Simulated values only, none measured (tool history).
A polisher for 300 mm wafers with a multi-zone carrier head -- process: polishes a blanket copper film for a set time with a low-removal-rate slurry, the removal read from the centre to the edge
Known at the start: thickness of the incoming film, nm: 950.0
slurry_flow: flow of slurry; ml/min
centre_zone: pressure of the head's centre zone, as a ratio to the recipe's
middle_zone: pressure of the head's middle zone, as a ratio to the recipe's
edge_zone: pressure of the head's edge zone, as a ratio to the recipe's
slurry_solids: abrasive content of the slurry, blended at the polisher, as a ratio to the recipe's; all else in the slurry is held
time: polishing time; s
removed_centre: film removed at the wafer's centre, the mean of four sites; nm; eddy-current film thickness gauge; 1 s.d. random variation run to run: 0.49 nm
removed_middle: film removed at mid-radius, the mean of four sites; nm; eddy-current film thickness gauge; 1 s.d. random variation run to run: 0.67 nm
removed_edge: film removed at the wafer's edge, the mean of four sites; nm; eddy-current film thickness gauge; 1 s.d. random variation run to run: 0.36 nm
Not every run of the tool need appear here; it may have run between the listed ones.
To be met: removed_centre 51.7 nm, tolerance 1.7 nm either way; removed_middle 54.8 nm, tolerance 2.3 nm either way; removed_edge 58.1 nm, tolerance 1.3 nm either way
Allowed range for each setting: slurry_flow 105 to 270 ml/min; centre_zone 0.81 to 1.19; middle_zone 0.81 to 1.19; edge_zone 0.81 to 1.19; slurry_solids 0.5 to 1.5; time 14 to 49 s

{"run": 1, "hour": 0.0, "slurry_flow": 175, "centre_zone": 1, "middle_zone": 1, "edge_zone": 1, "slurry_solids": 1, "time": 31, "removed_centre": 59.031, "removed_middle": 57.764, "removed_edge": 58.146}
{"run": 2, "hour": 6.0, "slurry_flow": 205, "centre_zone": 1, "middle_zone": 1, "edge_zone": 1, "slurry_solids": 1, "time": 31, "removed_centre": 60.922, "removed_middle": 58.181, "removed_edge": 58.508}
{"run": 3, "hour": 6.9, "slurry_flow": 205, "centre_zone": 1, "middle_zone": 1, "edge_zone": 1, "slurry_solids": 1, "time": 26, "removed_centre": 51.154, "removed_middle": 48.858, "removed_edge": 49.413}
{"run": 4, "hour": 10.9, "slurry_flow": 205, "centre_zone": 1, "middle_zone": 1, "edge_zone": 1, "slurry_solids": 1, "time": 30, "removed_centre": 58.341, "removed_middle": 57.581, "removed_edge": 57.302}
{"run": 5, "hour": 19.2, "slurry_flow": 200, "centre_zone": 0.98, "middle_zone": 0.99, "edge_zone": 1.01, "slurry_solids": 1, "time": 30, "removed_centre": 56.779, "removed_middle": 55.654, "removed_edge": 56.633}
{"run": 6, "hour": 26.0, "slurry_flow": 200, "centre_zone": 1.06, "middle_zone": 0.99, "edge_zone": 1.01, "slurry_solids": 1, "time": 30, "removed_centre": 62.527, "removed_middle": 56.62, "removed_edge": 57.274}
{"run": 7, "hour": 29.9, "slurry_flow": 190, "centre_zone": 1.03, "middle_zone": 0.99, "edge_zone": 1.03, "slurry_solids": 1, "time": 30, "removed_centre": 60.352, "removed_middle": 55.271, "removed_edge": 57.581}
{"run": 8, "hour": 36.8, "slurry_flow": 180, "centre_zone": 1, "middle_zone": 1, "edge_zone": 1.04, "slurry_solids": 1, "time": 30, "removed_centre": 56.718, "removed_middle": 56.657, "removed_edge": 57.403}
{"run": 9, "hour": 39.4, "slurry_flow": 150, "centre_zone": 0.95, "middle_zone": 0.95, "edge_zone": 1.11, "slurry_solids": 1, "time": 30, "removed_centre": 53.428, "removed_middle": 52.275, "removed_edge": 58.279}

Exactly one of the 5 candidate moves below puts every result within its allowed miss. Which one?
{"run": "A", "hour": 42.0, "slurry_flow": 115, "centre_zone": 0.89, "middle_zone": 1, "edge_zone": 1.19, "slurry_solids": 1.15, "time": 31, "removed_centre": "?", "removed_middle": "?", "removed_edge": "?"}
{"run": "B", "hour": 42.0, "slurry_flow": 105, "centre_zone": 0.91, "middle_zone": 0.99, "edge_zone": 1, "slurry_solids": 1.15, "time": 33, "removed_centre": "?", "removed_middle": "?", "removed_edge": "?"}
{"run": "C", "hour": 42.0, "slurry_flow": 130, "centre_zone": 0.82, "middle_zone": 1.08, "edge_zone": 1.13, "slurry_solids": 1, "time": 32, "removed_centre": "?", "removed_middle": "?", "removed_edge": "?"}
{"run": "D", "hour": 42.0, "slurry_flow": 135, "centre_zone": 0.89, "middle_zone": 0.96, "edge_zone": 1.09, "slurry_solids": 1.05, "time": 32, "removed_centre": "?", "removed_middle": "?", "removed_edge": "?"}
{"run": "E", "hour": 42.0, "slurry_flow": 160, "centre_zone": 0.99, "middle_zone": 0.92, "edge_zone": 1.16, "slurry_solids": 1.05, "time": 29, "removed_centre": "?", "removed_middle": "?", "removed_edge": "?"}

move=A removed_centre=48.784 removed_middle=53.425 removed_edge=61.192
move=B removed_centre=51.745 removed_middle=55.144 removed_edge=58.764
move=C removed_centre=46.686 removed_middle=59.042 removed_edge=61.066
move=D removed_centre=51.568 removed_middle=54.314 removed_edge=60.915
move=E removed_centre=53.954 removed_middle=49.028 removed_edge=58.351
A: the furthest-off result lands on target, but another misses its tolerance
B: all results land within tolerance of their targets
C: takes the result that was furthest off past its target
D: the furthest-off result lands on target, but another misses its tolerance
E: the biggest miss grows against the last run
So the answer is move B, the one that meets all the targets.
